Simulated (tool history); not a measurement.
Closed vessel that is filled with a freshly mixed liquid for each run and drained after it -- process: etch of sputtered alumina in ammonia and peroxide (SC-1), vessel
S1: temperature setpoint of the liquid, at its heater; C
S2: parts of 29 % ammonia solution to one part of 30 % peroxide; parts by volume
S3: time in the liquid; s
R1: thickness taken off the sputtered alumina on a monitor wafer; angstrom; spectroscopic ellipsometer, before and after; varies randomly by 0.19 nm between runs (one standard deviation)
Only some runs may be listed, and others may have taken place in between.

run 1 day=0 | S1=55 S2=0.55 S3=830 | R1=542.02
run 2 day=0.075 | S1=55 S2=0.55 S3=830 | R1=542.79
run 3 day=0.35 | S1=55 S2=0.55 S3=830 | R1=542.32
run 4 day=0.725 | S1=54.5 S2=0.55 S3=830 | R1=528.44
run 5 day=1.008 | S1=50.5 S2=0.55 S3=830 | R1=429.4
run 6 day=1.05 | S1=50.5 S2=0.55 S3=890 | R1=459.47
run 7 day=1.267 | S1=51 S2=0.55 S3=890 | R1=472.86

Run 8 is up next; what results do you expect?
run 8 day=1.612 | S1=51.5 S2=0.55 S3=890 | R1=?

{"run 8": {"R1": 486.43}}
